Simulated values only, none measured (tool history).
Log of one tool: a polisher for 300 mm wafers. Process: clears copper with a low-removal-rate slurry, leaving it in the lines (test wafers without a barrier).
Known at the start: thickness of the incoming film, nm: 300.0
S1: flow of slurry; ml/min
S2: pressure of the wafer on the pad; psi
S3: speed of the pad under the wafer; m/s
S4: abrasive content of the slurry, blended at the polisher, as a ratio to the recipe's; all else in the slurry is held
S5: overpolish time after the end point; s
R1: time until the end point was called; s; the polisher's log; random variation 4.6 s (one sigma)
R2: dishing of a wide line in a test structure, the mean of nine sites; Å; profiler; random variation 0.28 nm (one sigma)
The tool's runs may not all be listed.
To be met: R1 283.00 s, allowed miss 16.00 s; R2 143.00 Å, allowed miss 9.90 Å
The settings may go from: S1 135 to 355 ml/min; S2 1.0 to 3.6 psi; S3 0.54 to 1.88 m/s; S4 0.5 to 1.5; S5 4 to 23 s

run,hour,S1,S2,S3,S4,S5,R1,R2
1,0.0,225,2.3,1.20,1.0,12,145.99,166.92
2,5.7,225,2.0,1.20,1.0,12,164.03,146.56
3,14.0,225,2.0,1.06,1.0,12,181.18,134.83
4,16.5,225,1.7,1.04,1.0,14,205.17,134.96
5,17.2,225,1.7,1.04,1.0,11,208.86,105.23
6,18.1,225,2.0,1.04,1.0,11,187.93,121.19
7,20.5,225,1.8,1.00,1.0,13,203.37,125.38
8,26.6,220,1.6,0.98,1.0,15,223.12,128.28
9,32.3,220,1.5,0.96,1.0,17,239.28,132.32
10,33.6,220,1.4,0.94,1.0,18,258.03,135.83

Which of these 5 next moves meets every target?
A,34.9,180,1.1,1.04,0.9,21,?,?
B,34.9,250,1.1,1.26,0.9,16,?,?
C,34.9,200,2.1,0.80,0.9,15,?,?
D,34.9,270,2.7,0.66,1.0,16,?,?
E,34.9,195,1.4,1.00,1.0,20,?,?

move,R1,R2
A,284.17,139.28
B,228.94,132.56
C,231.63,125.98
D,218.28,141.91
E,245.51,152.96
A: meets every target
B: further off than the last run
C: further off than the last run
D: further off than the last run
E: further off than the last run
Answer: A
